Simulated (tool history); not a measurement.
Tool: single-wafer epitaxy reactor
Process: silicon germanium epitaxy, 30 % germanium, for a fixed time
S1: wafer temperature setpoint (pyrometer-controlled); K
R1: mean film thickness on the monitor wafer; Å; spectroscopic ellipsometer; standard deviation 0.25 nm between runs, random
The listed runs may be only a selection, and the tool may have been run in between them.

Run 1, hour 0.0: S1 873.15 K, chamber pressure (Torr) 14.2. Result: R1 518.64 Å.
Run 2, hour 5.2: S1 875.15 K, chamber pressure (Torr) 14.2. Result: R1 534.39 Å.
Run 3, hour 11.1: S1 877.15 K, chamber pressure (Torr) 14.2. Result: R1 552.02 Å.
Run 4, hour 19.8: S1 869.15 K, chamber pressure (Torr) 14.2. Result: R1 482.09 Å.
Run 5, hour 26.7: S1 861.15 K, chamber pressure (Torr) 14.2. Result: R1 425.12 Å.
Run 6, hour 34.5: S1 866.15 K, chamber pressure (Torr) 14.3. Result: R1 461.96 Å.
Run 7, hour 41.7: S1 866.15 K, chamber pressure (Torr) 14.3. Result: R1 463.89 Å.
At hour 46.3: pyrometer calibrated.
Run 8, hour 46.3: S1 878.15 K, chamber pressure (Torr) 14.4. Result: R1 536.98 Å.
Run 9, hour 50.3: S1 880.15 K, chamber pressure (Torr) 14.4. Result: R1 555.46 Å.
Run 10, hour 54.6: S1 880.15 K, chamber pressure (Torr) 14.4. Result: R1 556.80 Å.

Predict the results of run 11:
Run 11, hour 56.0: S1 881.15 K, chamber pressure (Torr) 14.4. Result: R1 ?.

{"run 11": {"R1": 568.6}}
